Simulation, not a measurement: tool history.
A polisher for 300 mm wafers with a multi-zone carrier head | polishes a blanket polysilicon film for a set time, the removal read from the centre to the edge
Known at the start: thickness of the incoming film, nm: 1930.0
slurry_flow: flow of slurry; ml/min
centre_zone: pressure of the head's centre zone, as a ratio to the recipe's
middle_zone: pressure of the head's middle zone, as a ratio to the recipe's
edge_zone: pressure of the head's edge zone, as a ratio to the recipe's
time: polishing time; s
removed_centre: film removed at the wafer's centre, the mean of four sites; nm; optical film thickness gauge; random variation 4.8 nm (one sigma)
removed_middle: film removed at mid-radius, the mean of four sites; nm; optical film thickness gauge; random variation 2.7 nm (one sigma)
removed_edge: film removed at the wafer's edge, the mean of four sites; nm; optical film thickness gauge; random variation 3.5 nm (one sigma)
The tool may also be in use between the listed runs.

run,hour,slurry_flow,centre_zone,middle_zone,edge_zone,time,removed_centre,removed_middle,removed_edge
1,0.0,155,1.00,1.00,1.00,32,244.97,248.07,247.17
2,8.8,155,1.00,0.94,1.00,32,239.51,232.23,249.51
3,14.7,165,1.01,0.98,1.03,34,269.71,258.97,273.66
4,15.6,165,1.01,0.98,1.03,39,309.07,300.82,310.37
5,20.0,165,1.01,0.98,0.98,39,309.44,298.44,294.70
6,24.8,175,1.01,1.02,1.01,39,305.41,309.97,307.54

Forecast run 7:
7,33.7,180,1.03,1.05,1.02,40,?,?,?

{"run 7": {"removed_centre": 322.61, "removed_middle": 331.11, "removed_edge": 319.35}}
